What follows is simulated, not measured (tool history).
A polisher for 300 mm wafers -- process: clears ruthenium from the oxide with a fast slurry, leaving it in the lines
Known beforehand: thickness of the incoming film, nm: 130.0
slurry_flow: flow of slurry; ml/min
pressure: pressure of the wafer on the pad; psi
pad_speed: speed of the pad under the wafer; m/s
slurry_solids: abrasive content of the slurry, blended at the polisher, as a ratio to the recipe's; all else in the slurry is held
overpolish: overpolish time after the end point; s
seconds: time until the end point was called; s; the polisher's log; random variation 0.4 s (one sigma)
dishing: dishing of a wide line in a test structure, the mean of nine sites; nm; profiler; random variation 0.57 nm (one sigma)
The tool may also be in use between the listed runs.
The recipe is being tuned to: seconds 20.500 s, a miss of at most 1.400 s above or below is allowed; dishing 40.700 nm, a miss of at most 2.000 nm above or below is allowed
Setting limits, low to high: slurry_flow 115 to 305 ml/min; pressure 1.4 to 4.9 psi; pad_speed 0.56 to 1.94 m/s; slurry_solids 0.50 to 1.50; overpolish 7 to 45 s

| run | day | slurry_flow | pressure | pad_speed | slurry_solids | overpolish | seconds | dishing |
|---|---|---|---|---|---|---|---|---|
| 1 | 0.000 | 195 | 3.1 | 1.24 | 1.00 | 23 | 18.868 | 79.052 |
| 2 | 0.367 | 230 | 3.1 | 1.24 | 1.00 | 23 | 18.554 | 80.798 |
| 3 | 0.429 | 215 | 3.1 | 1.24 | 1.00 | 23 | 18.667 | 79.303 |
| 4 | 0.796 | 185 | 2.9 | 1.24 | 1.00 | 18 | 19.206 | 67.046 |
| 5 | 0.921 | 165 | 2.5 | 1.32 | 1.00 | 15 | 22.450 | 57.177 |
| 6 | 0.946 | 165 | 1.7 | 1.32 | 1.00 | 15 | 30.070 | 44.018 |
| 7 | 1.158 | 150 | 1.6 | 1.48 | 1.05 | 13 | 29.662 | 41.406 |
| 8 | 1.221 | 155 | 1.6 | 1.62 | 1.15 | 11 | 25.850 | 38.794 |
| 9 | 1.383 | 160 | 1.7 | 1.66 | 1.15 | 10 | 23.944 | 38.819 |
| 10 | 1.425 | 165 | 1.8 | 1.68 | 1.15 | 10 | 22.658 | 40.740 |
| 11 | 1.629 | 165 | 1.8 | 1.68 | 1.15 | 10 | 22.627 | 40.986 |
| 12 | 1.762 | 170 | 1.8 | 1.70 | 1.15 | 10 | 22.680 | 41.187 |
| 13 | 2.046 | 170 | 1.8 | 1.72 | 1.15 | 10 | 23.013 | 41.284 |
| 14 | 2.388 | 170 | 1.8 | 1.72 | 1.15 | 10 | 22.366 | 40.661 |
| 15 | 2.596 | 170 | 1.8 | 1.74 | 1.15 | 10 | 22.018 | 40.959 |
| 16 | 2.812 | 170 | 2.0 | 1.74 | 1.15 | 8 | 19.986 | 37.092 |
| 17 | 3.046 | 170 | 2.0 | 1.72 | 1.15 | 8 | 20.944 | 37.066 |

5 next moves are on the table. One of them brings every result within its allowed miss. Which?
| A | 3.279 | 145 | 1.8 | 1.68 | 1.15 | 12 | ? | ? |
| B | 3.279 | 165 | 1.6 | 1.64 | 1.15 | 14 | ? | ? |
| C | 3.279 | 185 | 1.6 | 1.68 | 1.10 | 13 | ? | ? |
| D | 3.279 | 195 | 1.8 | 1.50 | 1.20 | 12 | ? | ? |
| E | 3.279 | 220 | 2.0 | 1.56 | 1.30 | 9 | ? | ? |

| move | seconds | dishing |
|---|---|---|
| A | 23.515 | 44.798 |
| B | 25.799 | 46.867 |
| C | 25.223 | 45.128 |
| D | 24.019 | 44.096 |
| E | 20.372 | 40.159 |
A: carries the result that was furthest off beyond its target, to the other side
B: carries the result that was furthest off beyond its target, to the other side
C: carries the result that was furthest off beyond its target, to the other side
D: carries the result that was furthest off beyond its target, to the other side
E: meets every target
Move E is the one to make.

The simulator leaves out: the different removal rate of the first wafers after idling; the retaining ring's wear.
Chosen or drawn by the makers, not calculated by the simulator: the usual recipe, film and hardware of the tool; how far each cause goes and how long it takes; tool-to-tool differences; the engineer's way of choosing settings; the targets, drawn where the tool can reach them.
